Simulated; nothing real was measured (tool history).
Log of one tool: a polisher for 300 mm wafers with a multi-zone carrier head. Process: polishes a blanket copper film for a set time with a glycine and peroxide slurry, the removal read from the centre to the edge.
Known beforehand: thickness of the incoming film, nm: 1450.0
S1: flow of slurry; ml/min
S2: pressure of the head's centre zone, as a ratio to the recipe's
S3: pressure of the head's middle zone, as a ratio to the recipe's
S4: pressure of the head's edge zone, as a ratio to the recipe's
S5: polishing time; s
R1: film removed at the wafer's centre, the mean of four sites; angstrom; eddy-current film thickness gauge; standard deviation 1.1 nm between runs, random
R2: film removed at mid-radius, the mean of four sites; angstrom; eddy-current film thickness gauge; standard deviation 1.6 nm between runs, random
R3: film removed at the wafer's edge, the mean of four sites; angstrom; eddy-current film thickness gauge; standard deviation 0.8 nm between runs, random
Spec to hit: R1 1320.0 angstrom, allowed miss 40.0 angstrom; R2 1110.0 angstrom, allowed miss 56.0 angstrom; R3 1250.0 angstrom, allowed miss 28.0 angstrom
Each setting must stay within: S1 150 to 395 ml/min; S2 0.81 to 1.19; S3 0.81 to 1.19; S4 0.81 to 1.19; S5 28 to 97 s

run,hour,S1,S2,S3,S4,S5,R1,R2,R3
1,0.0,250,1.00,1.00,1.00,62,1846.6,1833.2,1872.9
2,4.2,245,1.00,0.98,0.98,59,1759.6,1712.0,1752.7
3,8.4,245,1.06,0.98,0.98,59,1861.9,1695.3,1783.2
4,16.5,245,0.99,0.98,0.98,59,1754.5,1764.4,1771.7
5,21.5,245,0.99,0.98,0.98,48,1411.8,1395.2,1450.8
6,22.5,240,1.00,0.96,0.97,47,1415.8,1367.2,1391.4
7,27.5,235,1.00,0.94,0.98,46,1347.1,1310.3,1362.8
8,29.8,230,1.01,0.92,0.98,46,1357.6,1311.2,1366.9
9,36.7,230,1.02,0.91,0.98,45,1349.6,1241.2,1338.7
10,45.0,225,1.02,0.90,0.97,45,1340.4,1217.2,1324.7
11,49.7,220,1.02,0.89,0.96,45,1335.8,1172.3,1322.5
12,53.3,220,1.02,0.89,0.95,45,1356.3,1210.9,1312.7
13,55.6,220,1.02,0.89,0.95,45,1334.7,1193.8,1325.2
14,59.3,220,1.02,0.89,0.95,45,1346.2,1203.3,1334.2
15,65.2,220,1.03,0.89,0.95,45,1349.7,1175.7,1317.0
16,69.9,215,1.03,0.89,0.94,45,1359.2,1219.2,1304.5
17,73.9,210,1.03,0.88,0.94,45,1353.7,1163.9,1295.6
18,76.0,205,1.03,0.88,0.94,45,1333.9,1193.7,1303.7
19,79.3,205,1.03,0.87,0.93,45,1351.8,1174.1,1297.2
20,80.8,200,1.03,0.86,0.93,45,1334.4,1150.8,1294.9

Next run, 4 choices. One meets every target within its allowed miss, the rest don't. Which?
A,82.3,210,1.07,0.90,0.91,45,?,?,?
B,82.3,205,1.05,0.85,0.92,44,?,?,?
C,82.3,165,1.05,0.94,0.85,46,?,?,?
D,82.3,205,0.95,0.83,0.91,48,?,?,?

move,R1,R2,R3
A,1384.9,1193.7,1276.8
B,1323.1,1109.7,1252.4
C,1331.5,1218.1,1229.7
D,1304.7,1187.8,1359.8
A: puts the biggest miss on target and leaves a different result outside tolerance
B: in spec on every target
C: puts the biggest miss on target and leaves a different result outside tolerance
D: lands further from the targets than the last run did
Correct choice: B, which meets every target

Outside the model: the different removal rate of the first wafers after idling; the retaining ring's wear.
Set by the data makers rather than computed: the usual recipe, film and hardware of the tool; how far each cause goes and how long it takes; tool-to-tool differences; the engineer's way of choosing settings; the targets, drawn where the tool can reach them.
